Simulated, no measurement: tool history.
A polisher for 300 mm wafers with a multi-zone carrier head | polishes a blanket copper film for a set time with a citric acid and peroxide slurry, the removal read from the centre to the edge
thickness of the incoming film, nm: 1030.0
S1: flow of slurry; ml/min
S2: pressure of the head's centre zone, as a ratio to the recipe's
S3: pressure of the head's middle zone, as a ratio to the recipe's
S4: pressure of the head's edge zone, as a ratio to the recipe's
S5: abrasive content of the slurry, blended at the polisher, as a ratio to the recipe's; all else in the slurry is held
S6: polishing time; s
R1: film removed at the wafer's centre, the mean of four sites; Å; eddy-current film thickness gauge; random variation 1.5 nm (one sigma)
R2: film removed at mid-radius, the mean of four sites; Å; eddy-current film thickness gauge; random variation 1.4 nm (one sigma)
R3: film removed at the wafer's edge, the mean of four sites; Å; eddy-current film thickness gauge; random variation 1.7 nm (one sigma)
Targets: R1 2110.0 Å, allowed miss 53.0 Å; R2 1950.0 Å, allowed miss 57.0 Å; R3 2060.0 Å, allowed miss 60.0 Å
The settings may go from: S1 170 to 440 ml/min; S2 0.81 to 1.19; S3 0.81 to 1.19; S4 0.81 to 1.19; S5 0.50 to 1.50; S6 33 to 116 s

run	hour	S1	S2	S3	S4	S5	S6	R1	R2	R3
1	0.0	280	1.00	1.00	1.00	1.00	74	1498.8	1470.6	1430.7
2	6.9	285	1.01	1.00	1.04	1.10	77	1595.7	1552.9	1545.7
3	12.4	290	1.02	1.00	1.07	1.20	80	1691.7	1631.1	1673.4
4	19.7	290	1.02	1.00	1.07	1.30	80	1706.2	1646.5	1701.5
5	26.5	290	1.08	1.00	1.07	1.30	80	1778.9	1652.1	1696.8
6	27.6	300	1.09	1.01	1.09	1.35	82	1893.1	1694.0	1766.0
7	30.7	305	1.08	1.02	1.11	1.40	84	1938.7	1772.5	1812.2
8	39.0	295	1.05	0.99	1.18	1.50	93	2098.8	1924.6	2120.4

5 next moves are on the table. One of them brings every result within its allowed miss. Which?
A	47.3	285	0.99	1.10	1.14	1.50	92	?	?	?
B	47.3	330	0.99	0.95	1.03	1.40	98	?	?	?
C	47.3	255	1.02	0.96	1.19	1.45	97	?	?	?
D	47.3	310	1.06	1.06	1.12	1.45	88	?	?	?
E	47.3	225	1.07	1.01	1.01	1.50	95	?	?	?

move	R1	R2	R3
A	1957.3	2098.5	2032.6
B	2089.7	1978.3	2058.6
C	2066.2	1934.9	2161.9
D	1974.9	1948.7	1928.3
E	2074.0	1959.0	1936.7
A: brings the result that was furthest off to its target, and leaves another outside
B: meets every target
C: further off than the last run
D: takes the result that was furthest off past its target
E: takes the result that was furthest off past its target
The right move is B.
